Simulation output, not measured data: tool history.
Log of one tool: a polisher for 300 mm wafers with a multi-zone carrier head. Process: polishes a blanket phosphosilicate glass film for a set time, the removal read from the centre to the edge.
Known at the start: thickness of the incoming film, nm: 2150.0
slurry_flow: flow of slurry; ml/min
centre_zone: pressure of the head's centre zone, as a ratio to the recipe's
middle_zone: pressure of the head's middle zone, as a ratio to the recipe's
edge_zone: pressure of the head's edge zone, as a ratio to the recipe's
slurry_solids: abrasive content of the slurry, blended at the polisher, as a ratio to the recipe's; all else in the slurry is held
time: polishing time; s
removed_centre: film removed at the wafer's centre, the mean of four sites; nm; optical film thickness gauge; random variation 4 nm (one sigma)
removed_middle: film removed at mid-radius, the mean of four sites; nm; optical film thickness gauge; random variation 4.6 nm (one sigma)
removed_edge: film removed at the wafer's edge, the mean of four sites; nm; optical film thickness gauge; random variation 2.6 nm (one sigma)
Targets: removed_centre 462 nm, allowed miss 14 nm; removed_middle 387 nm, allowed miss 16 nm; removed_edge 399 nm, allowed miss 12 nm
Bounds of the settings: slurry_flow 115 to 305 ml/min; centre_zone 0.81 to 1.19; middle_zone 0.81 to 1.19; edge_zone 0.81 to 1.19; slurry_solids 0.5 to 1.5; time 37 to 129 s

run  hour  slurry_flow  centre_zone  middle_zone  edge_zone  slurry_solids  time  removed_centre  removed_middle  removed_edge
  1     0          195            1            1          1              1    83          622.83          649.82        636.29
  2   1.9          195         1.01         0.98       0.98            0.9    81          584.94          587.63        589.44
  3  10.8          160         1.01         0.98       0.98            0.9    81          563.52          571.27        574.66
  4    15          160         1.01         0.98       0.98            0.8    81          541.44          543.03        555.12
  5  23.1          160         1.01         0.91       0.98            0.8    81          541.46          521.08        549.49
  6  29.4          115         1.01         0.91       0.98            0.8    81          515.83          488.33        527.22
  7  32.6          115         1.02         0.91       0.96           0.75    80           500.2          477.47        507.42
  8  40.2          115         1.04          0.9       0.94            0.7    79          485.46          449.74        479.71
  9  42.1          115         1.06          0.9       0.92           0.65    79          484.87          436.52        464.11
 10  43.1          115         1.06          0.9       0.92           0.65    79          487.53          449.91        464.16
 11  47.6          115         1.07         0.89       0.91           0.65    78          484.84          427.18        452.16
 12  55.9          115         1.07         0.89        0.9           0.65    78          475.46          432.39        452.19
 13  59.7          115         1.08         0.89       0.89           0.65    78          488.24          421.92        450.87
 14  61.3          115         1.09         0.89       0.88           0.65    78          489.01          431.57         447.9
 15  62.9          135         1.13         0.84       0.83            0.5    75           440.2          356.59        375.47
 16  69.3          135         1.13         0.85       0.84            0.5    75          443.23          356.45        382.08
 17  77.9          135         1.13         0.86       0.84            0.5    75           438.9          359.98        378.84
 18  86.9          135         1.13         0.87       0.85            0.5    75          444.68          368.87        384.23
 19  90.8          135         1.13         0.87       0.86            0.5    75          448.39          356.23        382.44
 20  93.5          170         1.11         0.93       0.88           0.55    75           466.5          416.03        413.14

Which of these 5 next moves meets every target?
  A  96.2          175         1.01         0.87       0.93           0.55    78               ?               ?             ?
  B  96.2          210          1.1         0.87       0.85            0.5    76               ?               ?             ?
  C  96.2          195         1.19         0.93       0.86            0.6    66               ?               ?             ?
  D  96.2          195          1.1         0.96       0.86            0.5    75               ?               ?             ?
  E  96.2          190          1.1         0.93       0.81            0.5    81               ?               ?             ?

move  removed_centre  removed_middle  removed_edge
   A          447.38          409.35        435.33
   B          464.69          389.38        395.47
   C          470.62          385.28        372.85
   D          454.78           413.7        389.52
   E          489.48          433.86        408.98
A: further off than the last run
B: meets every target
C: brings the result that was furthest off to its target, and leaves another outside
D: nearer than the last run, and not there yet
E: further off than the last run
Move B is the one to make.
